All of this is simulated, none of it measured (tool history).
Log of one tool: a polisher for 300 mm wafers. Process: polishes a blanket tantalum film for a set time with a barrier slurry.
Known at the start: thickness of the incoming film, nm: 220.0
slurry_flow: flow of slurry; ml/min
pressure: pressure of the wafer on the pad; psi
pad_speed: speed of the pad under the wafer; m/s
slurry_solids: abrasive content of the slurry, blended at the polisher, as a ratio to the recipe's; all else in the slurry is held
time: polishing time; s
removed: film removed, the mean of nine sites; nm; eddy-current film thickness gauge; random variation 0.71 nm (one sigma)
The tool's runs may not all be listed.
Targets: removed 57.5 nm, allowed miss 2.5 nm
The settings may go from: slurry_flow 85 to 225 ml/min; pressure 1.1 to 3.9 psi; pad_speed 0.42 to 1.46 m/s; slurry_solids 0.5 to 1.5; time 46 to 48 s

| run | hour | slurry_flow | pressure | pad_speed | slurry_solids | time | removed |
|---|---|---|---|---|---|---|---|
| 1 | 0 | 145 | 2.5 | 0.94 | 1 | 46 | 102.16 |
| 2 | 3.7 | 145 | 2.3 | 0.94 | 1 | 46 | 92.584 |
| 3 | 8.5 | 145 | 2.3 | 1.14 | 1 | 46 | 108.32 |
| 4 | 9.3 | 145 | 2.3 | 0.98 | 1 | 46 | 96.81 |
| 5 | 18.1 | 145 | 2 | 0.98 | 1 | 46 | 84.784 |
| 6 | 22.6 | 145 | 1.8 | 0.98 | 1 | 46 | 76.053 |
| 7 | 27.8 | 145 | 1.7 | 0.98 | 1 | 46 | 73.371 |
| 8 | 34 | 145 | 1.7 | 0.98 | 1 | 46 | 73.4 |
| 9 | 39.4 | 145 | 1.6 | 0.98 | 1 | 46 | 68.144 |
| 10 | 40 | 145 | 1.5 | 0.98 | 1 | 46 | 64.502 |
| 11 | 46.3 | 140 | 1.4 | 0.98 | 1 | 46 | 60.265 |

Which of these 4 next moves meets every target?
| A | 52.6 | 140 | 1.6 | 0.92 | 1.05 | 46 | ? |
| B | 52.6 | 125 | 1.4 | 0.88 | 1.05 | 48 | ? |
| C | 52.6 | 150 | 1.3 | 1.2 | 0.9 | 48 | ? |
| D | 52.6 | 130 | 1.5 | 0.96 | 1 | 48 | ? |

| move | removed |
|---|---|
| A | 67.703 |
| B | 58.732 |
| C | 69.222 |
| D | 66.669 |
A: further off than the last run
B: meets every target
C: further off than the last run
D: further off than the last run
Move B is the one to make.
